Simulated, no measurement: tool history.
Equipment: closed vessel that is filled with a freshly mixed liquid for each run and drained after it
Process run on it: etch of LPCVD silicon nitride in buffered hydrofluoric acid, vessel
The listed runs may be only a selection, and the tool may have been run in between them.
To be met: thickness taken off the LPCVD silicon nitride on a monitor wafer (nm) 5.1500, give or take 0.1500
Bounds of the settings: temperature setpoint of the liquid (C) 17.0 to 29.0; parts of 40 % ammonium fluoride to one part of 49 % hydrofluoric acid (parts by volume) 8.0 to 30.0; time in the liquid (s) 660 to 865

run  hour  temperature setpoint of the liquid (C)  parts of 40 % ammonium fluoride to one part of 49 % hydrofluoric acid (parts by volume)  time in the liquid (s)  thickness taken off the LPCVD silicon nitride on a monitor wafer (nm)
  1   0.0                                    21.0                                                                                     22.5                     865                                                                 3.9845
  2   5.4                                    21.5                                                                                     22.5                     865                                                                 4.0956
  3  14.2                                    21.5                                                                                     22.5                     660                                                                 3.1285
  4  20.9                                    22.5                                                                                     21.0                     660                                                                 3.4469
  5  28.0                                    22.5                                                                                     17.5                     660                                                                 4.0539
  6  30.6                                    22.5                                                                                     13.0                     660                                                                 5.4521
     38.5  -- thermometer replaced
  7  38.5                                    22.0                                                                                     13.0                     660                                                                 5.9087
  8  41.8                                    23.0                                                                                     13.0                     660                                                                 6.2580
  9  48.6                                    22.5                                                                                     13.0                     660                                                                 6.1589

Of the 4 settings listed for the next run, only one would bring every result within its allowed miss of target. Which one?
  A  55.4                                    23.0                                                                                     15.0                     680                                                                      ?
  B  55.4                                    22.0                                                                                     12.0                     810                                                                      ?
  C  55.4                                    21.5                                                                                     16.5                     805                                                                      ?
  D  55.4                                    23.5                                                                                     18.5                     755                                                                      ?

move  thickness taken off the LPCVD silicon nitride on a monitor wafer (nm)
   A                                                                 5.5994
   B                                                                 7.8558
   C                                                                 5.5551
   D                                                                 5.1978
A: better than the last run, though not everything is in spec
B: the biggest miss grows against the last run
C: better than the last run, though not everything is in spec
D: every result lands within tolerance
The move that meets every target is D.

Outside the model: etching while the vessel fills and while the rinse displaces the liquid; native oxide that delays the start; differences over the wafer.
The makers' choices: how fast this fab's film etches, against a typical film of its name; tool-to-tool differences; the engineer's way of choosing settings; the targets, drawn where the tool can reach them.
